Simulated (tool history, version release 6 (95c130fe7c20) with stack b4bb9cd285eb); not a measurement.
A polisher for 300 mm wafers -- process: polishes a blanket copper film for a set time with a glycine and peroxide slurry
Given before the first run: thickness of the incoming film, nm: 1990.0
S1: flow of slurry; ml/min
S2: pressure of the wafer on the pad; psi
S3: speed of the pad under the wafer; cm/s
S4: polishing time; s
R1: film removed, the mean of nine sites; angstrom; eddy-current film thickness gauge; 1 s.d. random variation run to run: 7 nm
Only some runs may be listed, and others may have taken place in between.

{"run": 1, "hour": 0.0, "S1": 290, "S2": 2.9, "S3": 120, "S4": 72, "R1": 4652.3}
{"run": 2, "hour": 8.1, "S1": 245, "S2": 2.9, "S3": 120, "S4": 72, "R1": 4818.7}
{"run": 3, "hour": 12.9, "S1": 175, "S2": 2.9, "S3": 120, "S4": 72, "R1": 4585.3}
{"run": 4, "hour": 13.9, "S1": 235, "S2": 2.9, "S3": 120, "S4": 72, "R1": 4679.2}
{"run": 5, "hour": 14.5, "S1": 300, "S2": 2.9, "S3": 120, "S4": 72, "R1": 4758.3}
{"run": 6, "hour": 20.3, "S1": 265, "S2": 2.9, "S3": 120, "S4": 72, "R1": 4789.0}
{"run": 7, "hour": 24.4, "S1": 265, "S2": 3.0, "S3": 120, "S4": 72, "R1": 4861.2}
{"run": 8, "hour": 25.7, "S1": 265, "S2": 3.1, "S3": 120, "S4": 72, "R1": 4991.2}

Run 9 comes next. What will it give?
{"run": 9, "hour": 27.7, "S1": 265, "S2": 3.2, "S3": 120, "S4": 72, "R1": "?"}

R1: 5077.9 angstrom

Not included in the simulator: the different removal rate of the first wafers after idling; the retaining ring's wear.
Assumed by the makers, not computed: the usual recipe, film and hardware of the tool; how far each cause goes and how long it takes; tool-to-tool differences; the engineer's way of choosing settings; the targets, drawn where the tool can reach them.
